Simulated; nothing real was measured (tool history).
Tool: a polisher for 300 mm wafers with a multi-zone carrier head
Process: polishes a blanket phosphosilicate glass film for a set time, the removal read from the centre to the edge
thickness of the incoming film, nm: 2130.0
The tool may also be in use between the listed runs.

run,day,flow of slurry (ml/min),pressure of the head's centre zone,pressure of the head's middle zone,pressure of the head's edge zone,abrasive content of the slurry,polishing time (s),film removed at the wafer's centre (Å),film removed at mid-radius (Å),film removed at the wafer's edge (Å)
1,0,225,1,1,1,1,33,2431.4,2406.7,2331.4
2,0.325,220,0.99,1,0.97,0.9,30,2056.7,2085.6,1988.4
3,0.604,220,0.99,1,0.97,0.8,30,1977.4,2016.2,1901.6
4,0.967,220,0.99,0.99,0.94,0.75,28,1801.1,1776.3,1710.6
5,1.238,220,0.99,0.99,0.97,0.75,28,1784.1,1783.5,1738.1
6,1.458,220,1.02,0.99,0.97,0.75,28,1817.7,1812.9,1708
7,1.821,210,1.02,0.99,0.95,0.7,27,1697.5,1701.9,1598.8
8,1.971,200,1.02,0.99,0.93,0.65,26,1591.1,1545.1,1480.5
9,2.212,195,1.01,1,0.91,0.6,25,1454.8,1446.2,1340.8
10,2.467,185,1,1,0.89,0.6,25,1434.3,1415.1,1338.9
11,2.704,205,0.99,1.03,0.86,0.5,22,1171,1219.7,1062.7
12,2.917,205,1,1.03,0.88,0.5,22,1172,1194,1071.4

The next listed run, before its measurement:
13,2.938,205,1,1.03,0.9,0.5,22,?,?,?

film removed at the wafer's centre (Å): 1145.9
film removed at mid-radius (Å): 1217.7
film removed at the wafer's edge (Å): 1098

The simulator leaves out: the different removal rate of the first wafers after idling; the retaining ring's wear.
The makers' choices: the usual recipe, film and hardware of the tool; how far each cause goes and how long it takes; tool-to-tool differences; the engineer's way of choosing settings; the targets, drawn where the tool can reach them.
